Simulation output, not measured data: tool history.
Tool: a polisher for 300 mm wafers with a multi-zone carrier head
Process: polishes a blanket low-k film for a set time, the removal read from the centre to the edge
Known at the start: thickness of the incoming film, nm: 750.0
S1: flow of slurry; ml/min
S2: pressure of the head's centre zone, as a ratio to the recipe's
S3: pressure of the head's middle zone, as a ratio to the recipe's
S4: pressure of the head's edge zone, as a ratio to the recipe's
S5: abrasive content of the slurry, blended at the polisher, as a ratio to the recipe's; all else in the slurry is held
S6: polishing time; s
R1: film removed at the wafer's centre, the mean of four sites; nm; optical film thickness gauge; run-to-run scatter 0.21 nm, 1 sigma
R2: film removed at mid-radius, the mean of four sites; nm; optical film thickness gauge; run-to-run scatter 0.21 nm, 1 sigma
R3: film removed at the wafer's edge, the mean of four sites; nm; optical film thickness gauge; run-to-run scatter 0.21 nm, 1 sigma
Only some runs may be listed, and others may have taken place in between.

run 1 day=0.000 | S1=140 S2=1.00 S3=1.00 S4=1.00 S5=1.00 S6=68 | R1=26.983 R2=26.111 R3=26.833
run 2 day=0.233 | S1=115 S2=1.00 S3=1.00 S4=1.00 S5=1.00 S6=68 | R1=25.173 R2=25.209 R3=25.581
run 3 day=0.454 | S1=110 S2=0.98 S3=1.00 S4=0.98 S5=0.90 S6=67 | R1=22.803 R2=23.259 R3=23.909
run 4 day=0.617 | S1=110 S2=0.98 S3=1.02 S4=0.96 S5=0.80 S6=65 | R1=20.457 R2=21.080 R3=21.082
run 5 day=0.821 | S1=110 S2=0.98 S3=1.02 S4=0.96 S5=0.90 S6=65 | R1=22.668 R2=22.083 R3=22.781
run 6 day=0.988 | S1=110 S2=0.98 S3=1.04 S4=0.96 S5=0.80 S6=65 | R1=21.009 R2=21.775 R3=21.540
run 7 day=1.079 | S1=110 S2=0.97 S3=1.05 S4=0.94 S5=0.75 S6=65 | R1=19.729 R2=20.899 R3=20.191
run 8 day=1.296 | S1=110 S2=0.96 S3=1.05 S4=0.92 S5=0.70 S6=65 | R1=18.398 R2=19.893 R3=19.224
run 9 day=1.446 | S1=110 S2=0.95 S3=1.05 S4=0.90 S5=0.70 S6=65 | R1=18.806 R2=19.475 R3=18.966
run 10 day=1.525 | S1=105 S2=0.93 S3=1.06 S4=0.89 S5=0.70 S6=65 | R1=18.073 R2=19.871 R3=18.785
run 11 day=1.796 | S1=105 S2=0.93 S3=1.06 S4=0.89 S5=0.70 S6=65 | R1=17.987 R2=19.942 R3=18.903
run 12 day=1.962 | S1=105 S2=0.92 S3=1.06 S4=0.88 S5=0.70 S6=65 | R1=17.588 R2=20.151 R3=18.752
run 13 day=2.162 | S1=100 S2=0.92 S3=1.01 S4=0.83 S5=0.55 S6=64 | R1=13.916 R2=15.140 R3=14.916
run 14 day=2.442 | S1=110 S2=0.92 S3=1.02 S4=0.84 S5=0.55 S6=64 | R1=14.477 R2=15.746 R3=15.296
run 15 day=2.742 | S1=115 S2=0.92 S3=1.03 S4=0.86 S5=0.55 S6=64 | R1=14.553 R2=16.126 R3=15.438
run 16 day=3.108 | S1=115 S2=0.93 S3=1.04 S4=0.88 S5=0.55 S6=64 | R1=15.055 R2=16.446 R3=15.772
run 17 day=3.267 | S1=115 S2=0.93 S3=1.05 S4=0.89 S5=0.55 S6=64 | R1=15.049 R2=16.548 R3=15.570
run 18 day=3.521 | S1=110 S2=0.93 S3=1.05 S4=0.90 S5=0.55 S6=64 | R1=14.851 R2=16.048 R3=15.614
run 19 day=3.708 | S1=150 S2=0.92 S3=1.08 S4=0.95 S5=0.60 S6=64 | R1=17.078 R2=18.788 R3=17.992

Run 20 comes next. What will it give?
run 20 day=3.892 | S1=150 S2=0.92 S3=1.08 S4=0.94 S5=0.60 S6=64 | R1=? R2=? R3=?

{"run 20": {"R1": 17.156, "R2": 19.421, "R3": 18.327}}
